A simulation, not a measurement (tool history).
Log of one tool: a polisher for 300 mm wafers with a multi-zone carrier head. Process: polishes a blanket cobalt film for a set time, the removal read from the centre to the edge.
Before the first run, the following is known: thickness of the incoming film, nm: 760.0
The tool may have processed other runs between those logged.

run	hour	flow of slurry (ml/min)	pressure of the head's centre zone	pressure of the head's middle zone	pressure of the head's edge zone	polishing time (s)	film removed at the wafer's centre (Å)	film removed at mid-radius (Å)	film removed at the wafer's edge (Å)
1	0.0	255	1.00	1.00	1.00	51	2373.0	2351.4	2291.7
2	5.2	260	1.00	1.02	1.03	54	2526.0	2522.9	2496.1
3	11.1	260	1.00	0.99	1.03	54	2465.6	2465.7	2534.2
4	15.2	270	1.00	1.02	1.05	56	2558.6	2611.3	2597.6
5	21.1	330	1.00	1.02	1.05	56	2706.7	2694.1	2652.8
6	27.3	330	1.00	1.02	1.05	68	3167.4	3276.5	3226.7
7	30.7	330	1.00	1.04	1.06	69	3226.0	3305.2	3290.5

What will run 8 give?
8	34.7	335	0.99	1.06	1.06	70	?	?	?

Run 8 came out at film removed at the wafer's centre (Å) 3261.5, film removed at mid-radius (Å) 3459.5, film removed at the wafer's edge (Å) 3319.1.
